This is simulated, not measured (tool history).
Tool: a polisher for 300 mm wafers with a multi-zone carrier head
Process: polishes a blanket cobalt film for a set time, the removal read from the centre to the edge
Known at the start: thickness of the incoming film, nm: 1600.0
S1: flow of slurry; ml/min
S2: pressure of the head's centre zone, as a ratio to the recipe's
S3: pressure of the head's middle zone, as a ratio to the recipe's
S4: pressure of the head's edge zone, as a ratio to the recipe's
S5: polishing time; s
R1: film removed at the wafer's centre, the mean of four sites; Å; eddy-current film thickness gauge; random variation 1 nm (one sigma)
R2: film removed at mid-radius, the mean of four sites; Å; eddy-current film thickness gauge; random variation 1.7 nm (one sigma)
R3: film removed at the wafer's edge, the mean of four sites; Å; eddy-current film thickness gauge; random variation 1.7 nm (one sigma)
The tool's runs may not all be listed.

run 1 hour=0 | S1=320 S2=1 S3=1 S4=1 S5=41 | R1=946.94 R2=985.57 R3=951.87
run 2 hour=7.1 | S1=320 S2=1 S3=1 S4=1 S5=47 | R1=1075.2 R2=1135.7 R3=1105.8
run 3 hour=11.5 | S1=390 S2=1 S3=1 S4=1 S5=47 | R1=1102 R2=1139.3 R3=1100.6
run 4 hour=15 | S1=380 S2=1 S3=1.02 S4=1.03 S5=48 | R1=1118.5 R2=1192.2 R3=1115.9
run 5 hour=22 | S1=380 S2=1 S3=1.02 S4=1.07 S5=48 | R1=1115.4 R2=1186.8 R3=1133.6
run 6 hour=23.3 | S1=320 S2=1 S3=1.02 S4=1.07 S5=48 | R1=1115.4 R2=1152.9 R3=1131

Forecast run 7:
run 7 hour=28.5 | S1=320 S2=0.98 S3=1.02 S4=1.07 S5=49 | R1=? R2=? R3=?

{"run 7": {"R1": 1116.3, "R2": 1176.3, "R3": 1155}}
